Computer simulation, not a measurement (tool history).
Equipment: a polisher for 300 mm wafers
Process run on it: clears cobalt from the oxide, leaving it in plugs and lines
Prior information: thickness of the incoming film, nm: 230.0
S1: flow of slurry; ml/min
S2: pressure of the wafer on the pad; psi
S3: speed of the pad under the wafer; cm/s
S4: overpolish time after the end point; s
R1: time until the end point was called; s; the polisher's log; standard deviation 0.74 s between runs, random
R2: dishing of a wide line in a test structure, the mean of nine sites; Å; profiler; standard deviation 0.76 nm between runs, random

Run 1, hour 0.0: S1 220 ml/min, S2 2.4 psi, S3 124 cm/s, S4 9 s. Result: R1 36.389 s, R2 372.41 Å.
Run 2, hour 6.2: S1 200 ml/min, S2 2.4 psi, S3 124 cm/s, S4 9 s. Result: R1 37.186 s, R2 366.32 Å.
Run 3, hour 8.3: S1 200 ml/min, S2 2.8 psi, S3 124 cm/s, S4 9 s. Result: R1 33.379 s, R2 385.22 Å.
Run 4, hour 14.1: S1 200 ml/min, S2 2.8 psi, S3 110 cm/s, S4 9 s. Result: R1 35.534 s, R2 364.20 Å.
Run 5, hour 17.4: S1 195 ml/min, S2 2.4 psi, S3 108 cm/s, S4 10 s. Result: R1 40.891 s, R2 382.40 Å.
Run 6, hour 20.4: S1 175 ml/min, S2 2.4 psi, S3 108 cm/s, S4 10 s. Result: R1 41.669 s, R2 365.42 Å.
At hour 24.4: head pressure recalibrated.
Run 7, hour 24.4: S1 175 ml/min, S2 2.1 psi, S3 106 cm/s, S4 10 s. Result: R1 43.033 s, R2 360.23 Å.
Run 8, hour 28.0: S1 175 ml/min, S2 1.9 psi, S3 96 cm/s, S4 11 s. Result: R1 48.925 s, R2 345.39 Å.
Run 9, hour 29.4: S1 175 ml/min, S2 1.7 psi, S3 92 cm/s, S4 12 s. Result: R1 53.661 s, R2 365.42 Å.

Run 10 is up next; what results do you expect?
Run 10, hour 32.8: S1 175 ml/min, S2 1.6 psi, S3 92 cm/s, S4 12 s. Result: R1 ?, R2 ?.

{"run 10": {"R1": 56.529, "R2": 330.85}}
